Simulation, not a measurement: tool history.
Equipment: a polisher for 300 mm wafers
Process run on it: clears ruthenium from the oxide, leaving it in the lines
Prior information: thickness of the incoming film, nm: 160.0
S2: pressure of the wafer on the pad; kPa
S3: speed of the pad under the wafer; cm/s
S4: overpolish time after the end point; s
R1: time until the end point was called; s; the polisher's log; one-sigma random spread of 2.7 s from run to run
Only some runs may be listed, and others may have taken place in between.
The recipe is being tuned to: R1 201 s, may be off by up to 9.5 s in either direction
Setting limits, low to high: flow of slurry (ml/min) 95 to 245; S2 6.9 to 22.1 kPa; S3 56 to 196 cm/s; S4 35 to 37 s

run 1 day=0 | flow_of_slurry_(ml/min)=155 S2=14.5 S3=126 S4=35 | R1=107.9
run 2 day=0.117 | flow_of_slurry_(ml/min)=170 S2=14.5 S3=126 S4=35 | R1=109.54
run 3 day=0.271 | flow_of_slurry_(ml/min)=170 S2=13.1 S3=122 S4=35 | R1=124.43
run 4 day=0.433 | flow_of_slurry_(ml/min)=170 S2=11.7 S3=120 S4=35 | R1=138.17
run 5 day=0.583 | flow_of_slurry_(ml/min)=170 S2=13.1 S3=120 S4=35 | R1=125.27
run 6 day=0.95 | flow_of_slurry_(ml/min)=170 S2=11.7 S3=118 S4=35 | R1=142.15
run 7 day=1.158 | flow_of_slurry_(ml/min)=170 S2=11 S3=118 S4=35 | R1=151.8
run 8 day=1.329 | flow_of_slurry_(ml/min)=170 S2=10.3 S3=118 S4=35 | R1=161.38
run 9 day=1.571 | flow_of_slurry_(ml/min)=170 S2=9.7 S3=118 S4=35 | R1=171.08
run 10 day=1.717 | flow_of_slurry_(ml/min)=170 S2=9 S3=118 S4=35 | R1=187.79
run 11 day=1.921 | flow_of_slurry_(ml/min)=170 S2=9 S3=118 S4=35 | R1=182.61
run 12 day=2.192 | flow_of_slurry_(ml/min)=170 S2=9 S3=118 S4=35 | R1=180.53

Below are 5 possible settings for the next run. Only one of them brings all results inside the allowed miss of their targets. Which is it?
run A day=2.462 | flow_of_slurry_(ml/min)=180 S2=9 S3=116 S4=37 | R1=?
run B day=2.462 | flow_of_slurry_(ml/min)=120 S2=10.3 S3=124 S4=35 | R1=?
run C day=2.462 | flow_of_slurry_(ml/min)=200 S2=7.6 S3=122 S4=37 | R1=?
run D day=2.462 | flow_of_slurry_(ml/min)=185 S2=9 S3=116 S4=36 | R1=?
run E day=2.462 | flow_of_slurry_(ml/min)=180 S2=9 S3=96 S4=36 | R1=?

move=A R1=189.11
move=B R1=166.08
move=C R1=207.97
move=D R1=188.37
move=E R1=226.98
A: moves toward the targets from the last run without getting all of them in spec
B: moves away from the targets compared with the last run
C: in spec on every target
D: moves toward the targets from the last run without getting all of them in spec
E: takes the biggest miss from the last run beyond its target
C meets every target.
